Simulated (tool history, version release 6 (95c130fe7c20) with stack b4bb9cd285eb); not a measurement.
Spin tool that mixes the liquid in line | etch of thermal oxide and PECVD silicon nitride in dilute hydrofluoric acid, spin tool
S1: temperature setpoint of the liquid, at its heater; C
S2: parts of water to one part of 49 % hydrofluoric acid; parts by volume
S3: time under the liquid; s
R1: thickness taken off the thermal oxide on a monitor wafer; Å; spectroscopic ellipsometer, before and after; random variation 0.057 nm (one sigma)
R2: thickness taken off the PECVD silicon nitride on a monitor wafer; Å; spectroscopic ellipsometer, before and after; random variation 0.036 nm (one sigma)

{"run": 1, "hour": 0.0, "S1": 24.0, "S2": 240, "S3": 180, "R1": 30.957, "R2": 28.177}
{"run": 2, "hour": 8.4, "S1": 24.0, "S2": 240, "S3": 250, "R1": 42.278, "R2": 38.431}
{"run": 3, "hour": 13.8, "S1": 27.0, "S2": 240, "S3": 250, "R1": 47.059, "R2": 46.453}
{"run": 4, "hour": 22.7, "S1": 27.0, "S2": 315, "S3": 250, "R1": 32.73, "R2": 35.738}
{"run": 5, "hour": 24.9, "S1": 27.0, "S2": 315, "S3": 200, "R1": 26.941, "R2": 28.11}
{"run": 6, "hour": 26.4, "S1": 27.0, "S2": 365, "S3": 200, "R1": 21.941, "R2": 24.487}
{"run": 7, "hour": 27.9, "S1": 27.0, "S2": 315, "S3": 190, "R1": 25.288, "R2": 26.971}
{"run": 8, "hour": 36.5, "S1": 26.5, "S2": 270, "S3": 185, "R1": 29.406, "R2": 29.502}
{"run": 9, "hour": 39.5, "S1": 26.0, "S2": 235, "S3": 180, "R1": 33.674, "R2": 32.196}
{"run": 10, "hour": 42.1, "S1": 26.0, "S2": 205, "S3": 175, "R1": 38.303, "R2": 36.338}
{"run": 11, "hour": 50.5, "S1": 25.5, "S2": 180, "S3": 170, "R1": 42.677, "R2": 38.103}
{"run": 12, "hour": 57.7, "S1": 25.5, "S2": 160, "S3": 165, "R1": 49.059, "R2": 41.98}
{"run": 13, "hour": 59.4, "S1": 25.5, "S2": 150, "S3": 160, "R1": 50.586, "R2": 43.122}
{"run": 14, "hour": 63.5, "S1": 25.5, "S2": 140, "S3": 155, "R1": 53.211, "R2": 45.318}

Forecast run 15:
{"run": 15, "hour": 71.9, "S1": 25.0, "S2": 130, "S3": 150, "R1": "?", "R2": "?"}

R1: 55.079 Å
R2: 45.964 Å
